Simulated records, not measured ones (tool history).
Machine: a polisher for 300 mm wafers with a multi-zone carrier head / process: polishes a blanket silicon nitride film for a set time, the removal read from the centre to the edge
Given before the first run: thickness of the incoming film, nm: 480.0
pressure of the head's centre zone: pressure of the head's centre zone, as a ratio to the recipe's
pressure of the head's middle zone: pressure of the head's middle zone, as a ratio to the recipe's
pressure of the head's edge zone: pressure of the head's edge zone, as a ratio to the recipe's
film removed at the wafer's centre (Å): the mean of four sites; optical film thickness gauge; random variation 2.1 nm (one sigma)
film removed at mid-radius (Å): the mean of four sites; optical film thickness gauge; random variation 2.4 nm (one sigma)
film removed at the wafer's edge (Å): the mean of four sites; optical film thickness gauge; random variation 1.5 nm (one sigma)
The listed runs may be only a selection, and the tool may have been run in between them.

run  hour  flow of slurry (ml/min)  pressure of the head's centre zone  pressure of the head's middle zone  pressure of the head's edge zone  polishing time (s)  film removed at the wafer's centre (Å)  film removed at mid-radius (Å)  film removed at the wafer's edge (Å)
  1     0                      175                                   1                                   1                                 1                  88                                  1338.7                          1303.9                                1295.7
  2   5.8                      180                                1.01                                   1                              1.04                  92                                  1416.5                          1373.1                                1400.9
  3   9.4                      180                                1.01                                0.94                              1.04                  92                                  1394.7                          1346.3                                1418.8
  4    13                      190                                1.02                                0.95                              1.06                  94                                  1455.4                          1394.1                                1460.8
     17.4  -- worn pad replaced by a new one
  5  17.4                      195                                1.03                                0.96                              1.08                  96                                  1650.7                          1562.7                                  1620
  6    18                      195                                1.03                                0.96                              1.08                 107                                    1838                          1759.1                                1843.8
  7    26                      190                                1.03                                0.96                              1.07                 107                                  1883.7                          1725.2                                1792.1
  8    28                      185                                1.02                                0.96                              1.07                 107                                  1818.4                            1661                                  1777

For run 9, what comes out?
  9  28.9                      185                                1.01                                0.97                              1.07                 107                                       ?                               ?                                     ?

{"run 9": {"film removed at the wafer's centre (Å)": 1812.2, "film removed at mid-radius (Å)": 1741.6, "film removed at the wafer's edge (Å)": 1800.3}}
